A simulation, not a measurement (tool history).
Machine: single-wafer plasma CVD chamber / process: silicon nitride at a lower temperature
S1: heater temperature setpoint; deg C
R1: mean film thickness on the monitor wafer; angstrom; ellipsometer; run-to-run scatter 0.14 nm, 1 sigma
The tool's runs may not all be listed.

run 1 hour=0.0 | S1=340 chamber_pressure_(Torr)=2.07 RF_power_(kW)=0.365 deposition_time_(s)=28.7 | R1=403.31
run 2 hour=2.6 | S1=340 chamber_pressure_(Torr)=2.07 RF_power_(kW)=0.385 deposition_time_(s)=28.7 | R1=422.97
run 3 hour=7.1 | S1=340 chamber_pressure_(Torr)=1.95 RF_power_(kW)=0.375 deposition_time_(s)=28.7 | R1=404.42
run 4 hour=9.5 | S1=340 chamber_pressure_(Torr)=1.84 RF_power_(kW)=0.370 deposition_time_(s)=28.7 | R1=395.03
run 5 hour=17.7 | S1=340 chamber_pressure_(Torr)=1.84 RF_power_(kW)=0.345 deposition_time_(s)=28.7 | R1=375.46
run 6 hour=23.5 | S1=340 chamber_pressure_(Torr)=1.75 RF_power_(kW)=0.340 deposition_time_(s)=28.7 | R1=364.40
run 7 hour=28.3 | S1=340 chamber_pressure_(Torr)=1.68 RF_power_(kW)=0.340 deposition_time_(s)=28.7 | R1=357.45
run 8 hour=35.9 | S1=340 chamber_pressure_(Torr)=1.63 RF_power_(kW)=0.340 deposition_time_(s)=28.7 | R1=359.52
run 9 hour=41.9 | S1=340 chamber_pressure_(Torr)=1.57 RF_power_(kW)=0.340 deposition_time_(s)=28.7 | R1=349.96

Run 10 is up next; what results do you expect?
run 10 hour=45.6 | S1=340 chamber_pressure_(Torr)=1.54 RF_power_(kW)=0.340 deposition_time_(s)=28.7 | R1=?

{"run 10": {"R1": 350.35}}
